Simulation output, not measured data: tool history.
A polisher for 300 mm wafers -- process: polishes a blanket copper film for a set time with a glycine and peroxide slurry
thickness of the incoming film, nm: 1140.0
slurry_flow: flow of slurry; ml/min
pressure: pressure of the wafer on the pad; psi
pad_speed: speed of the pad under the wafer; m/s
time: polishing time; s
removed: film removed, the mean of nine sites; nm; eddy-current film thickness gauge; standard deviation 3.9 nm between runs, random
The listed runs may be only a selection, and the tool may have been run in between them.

{"run": 1, "hour": 0.0, "slurry_flow": 130, "pressure": 3.4, "pad_speed": 1.04, "time": 56, "removed": 327.84}
{"run": 2, "hour": 5.9, "slurry_flow": 160, "pressure": 3.4, "pad_speed": 1.04, "time": 56, "removed": 341.18}
{"run": 3, "hour": 13.4, "slurry_flow": 140, "pressure": 3.4, "pad_speed": 1.04, "time": 56, "removed": 332.02}
{"run": 4, "hour": 19.9, "slurry_flow": 145, "pressure": 3.5, "pad_speed": 1.04, "time": 56, "removed": 344.63}
{"run": 5, "hour": 21.7, "slurry_flow": 145, "pressure": 3.5, "pad_speed": 1.24, "time": 56, "removed": 394.54}
{"run": 6, "hour": 29.6, "slurry_flow": 145, "pressure": 3.6, "pad_speed": 1.24, "time": 56, "removed": 406.33}
{"run": 7, "hour": 30.4, "slurry_flow": 145, "pressure": 3.7, "pad_speed": 1.24, "time": 56, "removed": 421.37}

Run 8 is up next; what results do you expect?
{"run": 8, "hour": 32.2, "slurry_flow": 155, "pressure": 3.9, "pad_speed": 1.24, "time": 56, "removed": "?"}

{"run 8": {"removed": 435.78}}
